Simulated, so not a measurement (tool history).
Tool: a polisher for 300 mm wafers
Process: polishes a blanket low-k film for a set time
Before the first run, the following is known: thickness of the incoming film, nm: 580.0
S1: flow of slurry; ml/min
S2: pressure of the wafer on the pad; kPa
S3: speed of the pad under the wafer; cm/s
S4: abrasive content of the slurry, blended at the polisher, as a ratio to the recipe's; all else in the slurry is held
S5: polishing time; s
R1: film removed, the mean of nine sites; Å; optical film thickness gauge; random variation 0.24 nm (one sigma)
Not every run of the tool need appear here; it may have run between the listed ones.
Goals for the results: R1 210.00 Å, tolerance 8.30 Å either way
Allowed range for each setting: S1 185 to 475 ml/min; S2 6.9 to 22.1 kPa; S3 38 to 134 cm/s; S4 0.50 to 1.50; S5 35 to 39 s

run    day   S1    S2   S3    S4  S5      R1
  1  0.000  305  14.5   86  1.00  39  172.66
  2  0.217  305  14.5  100  1.00  39  195.20
  3  0.500  270  14.5  100  1.00  39  195.31
  4  0.704  270  11.7  100  1.00  39  154.47
  5  0.896  325  11.7  100  1.00  39  158.39
  6  0.979  325  11.7  100  0.85  39  148.60
  7  1.346  325  12.4  100  0.85  39  158.73
  8  1.454  325  13.1  100  0.85  39  166.07
  9  1.579  325  13.8  100  0.85  39  177.41
 10  1.742  325  14.5  100  0.85  39  179.15
 11  1.771  325  15.2  100  0.85  39  191.07
 12  1.908  325  15.9  100  0.85  39  198.03

4 candidate next runs follow, results not yet known. Just one meets every target within its allowed miss. Identify it.
  A  2.046  230  17.9   98  0.95  36   ?
  B  2.046  285  15.2  120  0.95  39   ?
  C  2.046  325  13.8  116  0.75  39   ?
  D  2.046  370  17.9  108  0.85  38   ?

move      R1
   A  210.36
   B  226.78
   C  187.84
   D  236.68
A: every result lands within tolerance
B: takes the result that was furthest off past its target
C: further off than the last run
D: takes the result that was furthest off past its target
Move A is the one to make.
